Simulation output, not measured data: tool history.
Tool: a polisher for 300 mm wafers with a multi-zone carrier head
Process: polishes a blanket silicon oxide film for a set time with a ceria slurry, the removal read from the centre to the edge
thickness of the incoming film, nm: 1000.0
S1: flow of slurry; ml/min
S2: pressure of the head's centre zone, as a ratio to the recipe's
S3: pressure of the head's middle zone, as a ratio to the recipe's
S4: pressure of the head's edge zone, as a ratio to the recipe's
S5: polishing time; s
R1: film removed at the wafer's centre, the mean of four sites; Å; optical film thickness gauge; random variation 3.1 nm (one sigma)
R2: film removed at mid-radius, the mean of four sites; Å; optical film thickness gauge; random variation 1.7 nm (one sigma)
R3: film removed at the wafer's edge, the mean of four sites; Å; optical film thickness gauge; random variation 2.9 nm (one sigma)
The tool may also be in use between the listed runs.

| run | hour | S1 | S2 | S3 | S4 | S5 | R1 | R2 | R3 |
|---|---|---|---|---|---|---|---|---|---|
| 1 | 0.0 | 205 | 1.00 | 1.00 | 1.00 | 67 | 4027.1 | 4288.8 | 4205.4 |
| 2 | 3.4 | 205 | 1.00 | 0.92 | 1.00 | 67 | 4203.9 | 3941.2 | 4235.5 |
| 3 | 7.8 | 205 | 1.00 | 0.92 | 1.00 | 75 | 4607.0 | 4413.8 | 4742.2 |
| 4 | 15.2 | 205 | 0.98 | 0.94 | 0.95 | 62 | 3737.9 | 3732.6 | 3866.7 |
| 5 | 19.2 | 205 | 0.98 | 0.94 | 0.95 | 71 | 4210.5 | 4334.8 | 4378.2 |
| 6 | 25.9 | 205 | 0.98 | 0.94 | 1.00 | 71 | 4306.4 | 4237.3 | 4451.1 |
| 7 | 31.8 | 210 | 1.01 | 0.96 | 0.94 | 58 | 3558.8 | 3573.5 | 3612.4 |
| 8 | 38.0 | 205 | 1.03 | 0.98 | 0.90 | 51 | 3271.3 | 3195.2 | 3092.9 |
| 9 | 42.9 | 190 | 1.01 | 0.99 | 0.87 | 48 | 2934.7 | 2974.4 | 2858.7 |

Forecast run 10:
| 10 | 51.4 | 190 | 1.01 | 0.99 | 0.87 | 48 | ? | ? | ? |

{"run 10": {"R1": 2961.6, "R2": 3005.1, "R3": 2858.4}}
